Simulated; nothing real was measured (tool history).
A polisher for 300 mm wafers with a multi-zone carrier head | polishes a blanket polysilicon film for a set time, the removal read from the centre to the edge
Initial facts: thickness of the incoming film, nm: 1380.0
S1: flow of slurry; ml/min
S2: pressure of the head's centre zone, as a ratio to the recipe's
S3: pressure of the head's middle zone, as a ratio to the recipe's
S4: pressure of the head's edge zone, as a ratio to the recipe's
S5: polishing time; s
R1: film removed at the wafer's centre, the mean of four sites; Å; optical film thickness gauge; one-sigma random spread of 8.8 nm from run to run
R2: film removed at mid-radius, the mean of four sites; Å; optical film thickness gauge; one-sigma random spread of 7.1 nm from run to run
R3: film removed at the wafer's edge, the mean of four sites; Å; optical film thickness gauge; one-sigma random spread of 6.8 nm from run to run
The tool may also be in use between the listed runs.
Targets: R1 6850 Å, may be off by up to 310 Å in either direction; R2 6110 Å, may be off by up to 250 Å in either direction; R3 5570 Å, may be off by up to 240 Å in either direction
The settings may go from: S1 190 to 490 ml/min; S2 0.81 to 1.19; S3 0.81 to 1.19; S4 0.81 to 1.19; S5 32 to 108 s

run	hour	S1	S2	S3	S4	S5	R1	R2	R3
1	0	315	1	1	1	70	4941.7	4810.2	4715.2
2	4.2	315	1	1.07	1	70	4893.8	5158.9	4837.6
3	4.8	320	1.05	1.08	1	73	5370.6	5417.3	5044
4	6.9	325	1.09	1.09	0.99	75	5759	5581.7	5088.3
5	15.1	325	1.03	1.09	0.99	75	5503.4	5614.8	5191.8
6	21.4	325	1.09	1.09	0.99	75	5784.2	5605.8	5100.9
7	27.3	330	1.12	1.09	1	77	6026.8	5839.8	5305.6
8	29.9	335	1.14	1.08	1	78	6215.4	5676.4	5453.3
9	38.8	335	1.15	1.09	0.99	79	6547.2	5879.1	5323

Next run, 4 choices. One meets every target within its allowed miss, the rest don't. Which?
A	47.7	325	1.18	1.13	0.83	89	?	?	?
B	47.7	375	1.19	1.07	1	91	?	?	?
C	47.7	390	1.19	1.05	1	90	?	?	?
D	47.7	215	1.19	1.12	1.02	85	?	?	?

move	R1	R2	R3
A	7501.2	6969.9	5617.6
B	7843.3	6888.1	6328.1
C	7783.3	6725.3	6275.8
D	6814.7	6264.3	5673.7
A: puts the biggest miss on target and leaves a different result outside tolerance
B: carries the result that was furthest off beyond its target, to the other side
C: carries the result that was furthest off beyond its target, to the other side
D: meets every target
The right move is D.
